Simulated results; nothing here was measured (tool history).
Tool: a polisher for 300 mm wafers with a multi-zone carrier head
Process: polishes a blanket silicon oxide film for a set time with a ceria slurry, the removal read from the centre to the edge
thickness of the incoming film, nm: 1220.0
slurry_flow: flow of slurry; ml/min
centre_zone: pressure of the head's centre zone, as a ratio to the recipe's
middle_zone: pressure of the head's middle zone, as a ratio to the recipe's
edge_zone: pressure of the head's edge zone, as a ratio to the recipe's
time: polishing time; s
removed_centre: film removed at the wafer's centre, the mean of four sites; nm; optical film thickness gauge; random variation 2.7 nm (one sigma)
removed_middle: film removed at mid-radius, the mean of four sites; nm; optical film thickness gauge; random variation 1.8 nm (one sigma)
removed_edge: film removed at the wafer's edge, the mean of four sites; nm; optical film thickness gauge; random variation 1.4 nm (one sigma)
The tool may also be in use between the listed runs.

| run | hour | slurry_flow | centre_zone | middle_zone | edge_zone | time | removed_centre | removed_middle | removed_edge |
|---|---|---|---|---|---|---|---|---|---|
| 1 | 0.0 | 245 | 1.00 | 1.00 | 1.00 | 41 | 161.91 | 160.56 | 158.57 |
| 2 | 5.0 | 255 | 1.04 | 1.00 | 1.03 | 42 | 170.04 | 165.62 | 163.35 |
| 3 | 12.1 | 255 | 1.08 | 1.00 | 1.03 | 42 | 177.19 | 165.55 | 164.69 |
| 4 | 17.3 | 255 | 1.08 | 1.09 | 1.03 | 42 | 174.09 | 181.30 | 165.33 |
| 5 | 21.6 | 210 | 1.08 | 1.09 | 1.03 | 42 | 171.22 | 172.94 | 161.96 |
| 6 | 28.2 | 220 | 1.10 | 1.06 | 1.04 | 43 | 176.86 | 173.19 | 166.03 |

Forecast run 7:
| 7 | 30.3 | 245 | 1.19 | 0.96 | 1.04 | 51 | ? | ? | ? |

{"run 7": {"removed_centre": 230.87, "removed_middle": 192.85, "removed_edge": 201.54}}
